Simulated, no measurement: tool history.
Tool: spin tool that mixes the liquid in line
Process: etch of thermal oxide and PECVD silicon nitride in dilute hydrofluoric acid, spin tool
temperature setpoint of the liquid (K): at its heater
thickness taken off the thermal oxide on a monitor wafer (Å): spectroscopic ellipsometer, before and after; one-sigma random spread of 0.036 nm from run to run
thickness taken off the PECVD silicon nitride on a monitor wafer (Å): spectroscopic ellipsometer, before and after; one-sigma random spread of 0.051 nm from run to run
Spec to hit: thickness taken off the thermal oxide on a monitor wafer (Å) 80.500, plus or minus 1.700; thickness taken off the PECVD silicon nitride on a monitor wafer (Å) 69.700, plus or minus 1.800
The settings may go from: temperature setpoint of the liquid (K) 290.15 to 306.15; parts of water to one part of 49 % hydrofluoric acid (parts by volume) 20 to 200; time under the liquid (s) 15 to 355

| run | hour | temperature setpoint of the liquid (K) | parts of water to one part of 49 % hydrofluoric acid (parts by volume) | time under the liquid (s) | thickness taken off the thermal oxide on a monitor wafer (Å) | thickness taken off the PECVD silicon nitride on a monitor wafer (Å) |
|---|---|---|---|---|---|---|
| 1 | 0.0 | 298.15 | 110 | 180 | 65.882 | 54.646 |
| 2 | 7.6 | 298.15 | 110 | 245 | 90.010 | 74.125 |
| 3 | 16.3 | 298.15 | 115 | 245 | 85.132 | 71.708 |
| 4 | 19.3 | 295.15 | 115 | 245 | 75.027 | 58.095 |
| 5 | 20.8 | 295.65 | 115 | 245 | 77.443 | 59.918 |
| 6 | 22.1 | 296.15 | 115 | 245 | 78.693 | 61.567 |
| 7 | 23.2 | 296.65 | 115 | 245 | 80.053 | 64.552 |
| 8 | 25.8 | 297.15 | 115 | 245 | 81.250 | 67.334 |
| 9 | 27.3 | 297.65 | 120 | 245 | 78.975 | 65.431 |
|  | 35.9 | hydrofluoric acid flow meter replaced |
| 10 | 35.9 | 298.65 | 120 | 245 | 89.651 | 75.173 |
| 11 | 39.1 | 298.65 | 120 | 245 | 88.835 | 73.815 |

Consider the 5 candidate settings below. Which is the only one whose results all fall within their allowed miss of target?
| A | 42.3 | 295.65 | 125 | 315 | ? | ? |
| B | 42.3 | 292.15 | 105 | 310 | ? | ? |
| C | 42.3 | 297.65 | 115 | 215 | ? | ? |
| D | 42.3 | 299.15 | 135 | 250 | ? | ? |
| E | 42.3 | 300.15 | 120 | 240 | ? | ? |

| move | thickness taken off the thermal oxide on a monitor wafer (Å) | thickness taken off the PECVD silicon nitride on a monitor wafer (Å) |
|---|---|---|
| A | 96.599 | 76.886 |
| B | 100.460 | 70.909 |
| C | 78.434 | 64.967 |
| D | 80.321 | 70.970 |
| E | 91.803 | 81.670 |
A: the biggest miss grows against the last run
B: the biggest miss grows against the last run
C: carries the result that was furthest off beyond its target, to the other side
D: all results in spec
E: the biggest miss grows against the last run
So the answer is move D, the one that meets all the targets.
